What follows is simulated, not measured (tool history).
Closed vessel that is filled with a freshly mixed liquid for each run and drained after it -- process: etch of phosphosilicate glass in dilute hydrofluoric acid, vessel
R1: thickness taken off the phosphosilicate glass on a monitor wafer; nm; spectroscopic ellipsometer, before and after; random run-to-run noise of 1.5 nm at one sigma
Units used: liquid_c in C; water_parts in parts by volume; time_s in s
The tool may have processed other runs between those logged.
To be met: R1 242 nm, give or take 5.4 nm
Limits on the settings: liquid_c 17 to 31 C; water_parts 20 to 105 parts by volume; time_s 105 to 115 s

{"run": 1, "hour": 0.0, "liquid_c": 23, "water_parts": 55, "time_s": 105, "R1": 220.1}
{"run": 2, "hour": 2.0, "liquid_c": 23, "water_parts": 55, "time_s": 105, "R1": 220.65}
{"run": 3, "hour": 4.0, "liquid_c": 23.5, "water_parts": 55, "time_s": 105, "R1": 225.16}
{"run": 4, "hour": 7.5, "liquid_c": 23.5, "water_parts": 40, "time_s": 105, "R1": 312.38}
{"run": 5, "hour": 10.5, "liquid_c": 22.5, "water_parts": 40, "time_s": 105, "R1": 304.07}
{"run": 6, "hour": 18.8, "liquid_c": 22.5, "water_parts": 40, "time_s": 105, "R1": 300.63}
{"run": 7, "hour": 26.8, "liquid_c": 21.5, "water_parts": 40, "time_s": 105, "R1": 293.79}
{"run": 8, "hour": 32.8, "liquid_c": 20.5, "water_parts": 40, "time_s": 105, "R1": 281.6}
{"run": 9, "hour": 35.3, "liquid_c": 20, "water_parts": 40, "time_s": 105, "R1": 272.56}
{"run": 10, "hour": 43.8, "liquid_c": 19.5, "water_parts": 40, "time_s": 105, "R1": 270.49}
{"run": 11, "hour": 50.6, "liquid_c": 19, "water_parts": 40, "time_s": 105, "R1": 263.02}
{"run": 12, "hour": 53.9, "liquid_c": 18.5, "water_parts": 40, "time_s": 105, "R1": 256.04}
{"run": 13, "hour": 55.0, "liquid_c": 18, "water_parts": 40, "time_s": 105, "R1": 252.49}

Exactly one of the 4 candidate moves below puts every result within its allowed miss. Which one?
{"run": "A", "hour": 56.1, "liquid_c": 17, "water_parts": 45, "time_s": 115, "R1": "?"}
{"run": "B", "hour": 56.1, "liquid_c": 23.5, "water_parts": 50, "time_s": 105, "R1": "?"}
{"run": "C", "hour": 56.1, "liquid_c": 19, "water_parts": 45, "time_s": 110, "R1": "?"}
{"run": "D", "hour": 56.1, "liquid_c": 18.5, "water_parts": 40, "time_s": 105, "R1": "?"}

move=A R1=233.81
move=B R1=250.41
move=C R1=243.52
move=D R1=257.61
A: moves the result that the last run missed by most past its target, out the other side
B: gains on the last run, yet a result remains outside its allowed miss
C: in spec on every target
D: moves away from the targets compared with the last run
The move that meets every target is C.

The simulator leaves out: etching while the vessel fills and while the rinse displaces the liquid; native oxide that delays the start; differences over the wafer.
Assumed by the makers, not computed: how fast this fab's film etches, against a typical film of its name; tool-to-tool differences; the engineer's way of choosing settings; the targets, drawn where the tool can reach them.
